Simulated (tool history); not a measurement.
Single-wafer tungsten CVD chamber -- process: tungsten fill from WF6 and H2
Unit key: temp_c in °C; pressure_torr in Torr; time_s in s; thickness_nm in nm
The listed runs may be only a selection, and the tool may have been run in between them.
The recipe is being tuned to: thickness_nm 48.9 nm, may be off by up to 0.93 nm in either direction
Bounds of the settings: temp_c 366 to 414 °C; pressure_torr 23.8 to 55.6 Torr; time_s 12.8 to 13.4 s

run	hour	temp_c	pressure_torr	time_s	thickness_nm
1	0	390	39.7	13.4	38.38
2	0.9	394	39.8	13.4	41.459
3	4.2	394	43.6	13.4	43.763
4	11.3	394	43.6	12.8	41.307
5	14.6	397	43.7	12.8	44.16
6	22.8	397	38	12.8	41.312
7	27	400	38.1	12.8	43.739
8	31.9	407	38.3	12.8	50.925

Exactly one of the 5 candidate moves below puts every result within its allowed miss. Which one?
A	36.8	402	46.9	13.2	?
B	36.8	405	37	13	?
C	36.8	407	43	12.8	?
D	36.8	413	31.4	13.4	?
E	36.8	408	38.5	12.8	?

move	thickness_nm
A	52.013
B	48.592
C	53.373
D	53.665
E	51.651
A: the biggest miss grows against the last run
B: all results land within tolerance of their targets
C: the biggest miss grows against the last run
D: the biggest miss grows against the last run
E: the biggest miss grows against the last run
So the answer is move B, the one that meets all the targets.

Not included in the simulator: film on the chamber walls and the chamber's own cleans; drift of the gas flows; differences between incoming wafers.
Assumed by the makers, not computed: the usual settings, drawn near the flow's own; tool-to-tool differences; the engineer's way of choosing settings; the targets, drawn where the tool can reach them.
